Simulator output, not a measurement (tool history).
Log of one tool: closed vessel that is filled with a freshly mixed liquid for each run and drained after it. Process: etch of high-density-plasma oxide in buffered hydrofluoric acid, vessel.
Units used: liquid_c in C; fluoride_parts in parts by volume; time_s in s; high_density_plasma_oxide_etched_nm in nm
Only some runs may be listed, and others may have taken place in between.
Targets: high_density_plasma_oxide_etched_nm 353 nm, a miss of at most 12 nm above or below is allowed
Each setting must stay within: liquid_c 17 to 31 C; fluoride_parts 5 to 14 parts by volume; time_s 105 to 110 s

run    day  liquid_c  fluoride_parts  time_s  high_density_plasma_oxide_etched_nm
  1      0        23             8.5     105                               200.84
  2  0.238        24             8.5     105                               213.89
  3  0.562        24             8.5     105                               212.24
  4  0.667      24.5             8.5     105                               216.41
  5   0.85      24.5             8.5     105                                  215
  6  1.171        25             8.5     105                                224.2
  7  1.404      25.5             8.5     105                               231.48
  8  1.558        26             8.5     105                                236.6

Which of these 4 next moves meets every target?
  A  1.712        27               5     110                                    ?
  B  1.712      28.5               7     110                                    ?
  C  1.712      29.5             5.5     105                                    ?
  D  1.712        25              12     105                                    ?

move  high_density_plasma_oxide_etched_nm
   A                                437.2
   B                               355.42
   C                               440.14
   D                               167.59
A: carries the result that was furthest off beyond its target, to the other side
B: hits every target within its allowed miss
C: carries the result that was furthest off beyond its target, to the other side
D: moves away from the targets compared with the last run
B meets every target.
